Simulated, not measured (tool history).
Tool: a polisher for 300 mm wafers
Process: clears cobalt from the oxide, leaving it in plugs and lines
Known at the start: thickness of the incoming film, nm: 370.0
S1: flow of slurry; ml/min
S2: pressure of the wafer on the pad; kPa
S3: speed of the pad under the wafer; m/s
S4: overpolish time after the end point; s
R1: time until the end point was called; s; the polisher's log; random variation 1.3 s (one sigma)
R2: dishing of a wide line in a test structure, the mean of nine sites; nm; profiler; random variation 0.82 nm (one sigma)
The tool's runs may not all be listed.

Run 1, hour 0.0: S1 215 ml/min, S2 12.4 kPa, S3 0.82 m/s, S4 29 s. Result: R1 119.560 s, R2 50.825 nm.
Run 2, hour 8.2: S1 215 ml/min, S2 14.5 kPa, S3 0.82 m/s, S4 29 s. Result: R1 108.870 s, R2 51.918 nm.
Run 3, hour 10.0: S1 215 ml/min, S2 14.5 kPa, S3 0.82 m/s, S4 18 s. Result: R1 111.920 s, R2 40.787 nm.
Run 4, hour 17.7: S1 215 ml/min, S2 14.5 kPa, S3 0.74 m/s, S4 18 s. Result: R1 120.650 s, R2 39.733 nm.
Run 5, hour 26.7: S1 215 ml/min, S2 15.2 kPa, S3 0.78 m/s, S4 19 s. Result: R1 106.720 s, R2 41.299 nm.
Run 6, hour 28.9: S1 215 ml/min, S2 13.1 kPa, S3 0.78 m/s, S4 19 s. Result: R1 120.210 s, R2 40.607 nm.
Run 7, hour 37.5: S1 215 ml/min, S2 13.8 kPa, S3 0.82 m/s, S4 20 s. Result: R1 113.940 s, R2 42.022 nm.
Run 8, hour 38.4: S1 215 ml/min, S2 14.5 kPa, S3 0.84 m/s, S4 21 s. Result: R1 106.940 s, R2 45.400 nm.
Run 9, hour 45.4: S1 215 ml/min, S2 15.2 kPa, S3 0.86 m/s, S4 21 s. Result: R1 102.050 s, R2 45.937 nm.
Run 10, hour 46.9: S1 215 ml/min, S2 15.9 kPa, S3 0.88 m/s, S4 22 s. Result: R1 95.209 s, R2 47.557 nm.
Run 11, hour 50.1: S1 215 ml/min, S2 15.9 kPa, S3 0.90 m/s, S4 23 s. Result: R1 93.747 s, R2 50.135 nm.
Run 12, hour 52.0: S1 215 ml/min, S2 16.5 kPa, S3 0.90 m/s, S4 23 s. Result: R1 91.599 s, R2 49.212 nm.
Run 13, hour 54.6: S1 215 ml/min, S2 16.5 kPa, S3 0.92 m/s, S4 24 s. Result: R1 90.494 s, R2 50.903 nm.
Run 14, hour 56.1: S1 215 ml/min, S2 16.5 kPa, S3 0.92 m/s, S4 24 s. Result: R1 91.717 s, R2 51.512 nm.

Run 15 comes next. What will it give?
Run 15, hour 64.3: S1 215 ml/min, S2 16.5 kPa, S3 0.94 m/s, S4 24 s. Result: R1 ?, R2 ?.

Run 15 gave R1 89.590 s, R2 51.553 nm.

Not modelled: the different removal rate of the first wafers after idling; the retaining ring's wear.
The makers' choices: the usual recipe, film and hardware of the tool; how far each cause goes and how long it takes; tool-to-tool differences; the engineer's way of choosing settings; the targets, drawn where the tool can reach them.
